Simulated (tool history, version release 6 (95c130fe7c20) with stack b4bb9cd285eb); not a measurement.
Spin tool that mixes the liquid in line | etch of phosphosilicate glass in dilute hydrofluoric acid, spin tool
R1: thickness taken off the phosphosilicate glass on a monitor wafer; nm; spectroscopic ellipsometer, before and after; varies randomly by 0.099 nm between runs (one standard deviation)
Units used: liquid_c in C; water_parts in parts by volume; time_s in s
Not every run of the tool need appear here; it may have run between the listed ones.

run 1 hour=0 | liquid_c=25 water_parts=220 time_s=30 | R1=16.342
run 2 hour=4.6 | liquid_c=25 water_parts=220 time_s=25 | R1=13.649
run 3 hour=7.7 | liquid_c=27.5 water_parts=200 time_s=25 | R1=16.82
run 4 hour=12 | liquid_c=27.5 water_parts=200 time_s=25 | R1=16.854
run 5 hour=16.6 | liquid_c=30 water_parts=200 time_s=25 | R1=18.25
run 6 hour=18.1 | liquid_c=31 water_parts=185 time_s=25 | R1=20.82

Estimate the outcome of run 7 from the log above:
run 7 hour=21 | liquid_c=33 water_parts=165 time_s=25 | R1=?

Logged for run 7: R1 25.846 nm.
